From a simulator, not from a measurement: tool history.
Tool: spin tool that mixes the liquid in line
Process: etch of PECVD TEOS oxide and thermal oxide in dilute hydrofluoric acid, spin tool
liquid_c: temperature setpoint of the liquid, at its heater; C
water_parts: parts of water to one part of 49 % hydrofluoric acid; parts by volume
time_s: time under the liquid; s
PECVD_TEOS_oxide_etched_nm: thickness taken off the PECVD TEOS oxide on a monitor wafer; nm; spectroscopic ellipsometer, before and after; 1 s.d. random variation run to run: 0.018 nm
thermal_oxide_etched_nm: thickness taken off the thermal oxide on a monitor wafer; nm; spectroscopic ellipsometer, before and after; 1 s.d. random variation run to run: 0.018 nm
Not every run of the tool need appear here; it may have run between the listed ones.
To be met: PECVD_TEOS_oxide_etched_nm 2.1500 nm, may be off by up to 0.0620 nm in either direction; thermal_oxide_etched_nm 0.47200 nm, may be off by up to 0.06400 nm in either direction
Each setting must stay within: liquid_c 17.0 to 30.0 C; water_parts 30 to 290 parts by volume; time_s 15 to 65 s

run  hour  liquid_c  water_parts  time_s  PECVD_TEOS_oxide_etched_nm  thermal_oxide_etched_nm
  1   0.0      22.0          160      35                      4.3139                  0.93589
  2   3.4      22.0          160      25                      3.1171                  0.70396
  3   7.6      22.0          160      15                      1.8660                  0.41245
  4  10.8      22.5          160      15                      1.8893                  0.44850
  5  17.3      22.0          155      15                      1.9343                  0.44544
  6  25.4      20.5          155      15                      1.8046                  0.40684
  7  32.7      21.0          155      15                      1.8520                  0.40250
  8  40.8      21.5          155      15                      1.8862                  0.39607

5 candidate next runs follow, results not yet known. Just one meets every target within its allowed miss. Identify it.
  A  48.9      18.5          160      20                           ?                        ?
  B  48.9      26.5          260      20                           ?                        ?
  C  48.9      18.5          205      20                           ?                        ?
  D  48.9      27.0          290      25                           ?                        ?
  E  48.9      24.0          190      15                           ?                        ?

move  PECVD_TEOS_oxide_etched_nm  thermal_oxide_etched_nm
   A                      2.1484                  0.44934
   B                      1.6082                  0.33635
   C                      1.6054                  0.33577
   D                      1.7761                  0.37148
   E                      1.6270                  0.34030
A: all results land within tolerance of their targets
B: misses by more than the last run did
C: misses by more than the last run did
D: misses by more than the last run did
E: misses by more than the last run did
The right move is A.
